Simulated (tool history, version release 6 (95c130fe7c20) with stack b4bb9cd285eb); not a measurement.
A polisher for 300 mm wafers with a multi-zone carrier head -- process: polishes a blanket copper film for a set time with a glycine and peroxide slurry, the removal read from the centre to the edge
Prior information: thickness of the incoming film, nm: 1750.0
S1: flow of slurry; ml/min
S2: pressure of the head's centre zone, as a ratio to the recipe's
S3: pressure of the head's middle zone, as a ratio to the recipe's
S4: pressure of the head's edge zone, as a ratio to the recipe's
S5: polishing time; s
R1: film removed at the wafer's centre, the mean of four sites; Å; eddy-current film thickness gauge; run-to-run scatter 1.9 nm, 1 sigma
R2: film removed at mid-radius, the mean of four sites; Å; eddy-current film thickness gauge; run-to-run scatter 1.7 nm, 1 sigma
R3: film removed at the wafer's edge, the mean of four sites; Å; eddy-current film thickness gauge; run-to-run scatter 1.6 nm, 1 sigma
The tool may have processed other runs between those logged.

run,hour,S1,S2,S3,S4,S5,R1,R2,R3
1,0.0,265,1.00,1.00,1.00,41,2323.1,2316.0,2272.2
2,2.3,265,1.00,1.00,1.00,48,2700.6,2680.6,2620.7
3,7.0,265,1.00,1.00,1.04,48,2601.1,2758.2,2733.7
4,8.7,265,0.93,1.00,1.04,48,2538.0,2650.2,2768.8
5,12.9,220,0.93,1.00,1.04,48,2495.9,2649.3,2675.8
6,16.4,210,0.93,0.98,1.00,41,2094.7,2160.2,2244.1
7,23.0,240,1.03,1.03,0.90,30,1702.9,1665.0,1574.6
8,25.5,235,1.03,1.01,0.88,28,1560.6,1535.9,1462.9
9,29.5,230,1.05,0.99,0.86,27,1529.2,1445.2,1412.9

Forecast run 10:
10,37.7,225,1.06,0.98,0.85,27,?,?,?

Run 10 yielded R1 1531.5 Å, R2 1422.1 Å, R3 1376.1 Å.
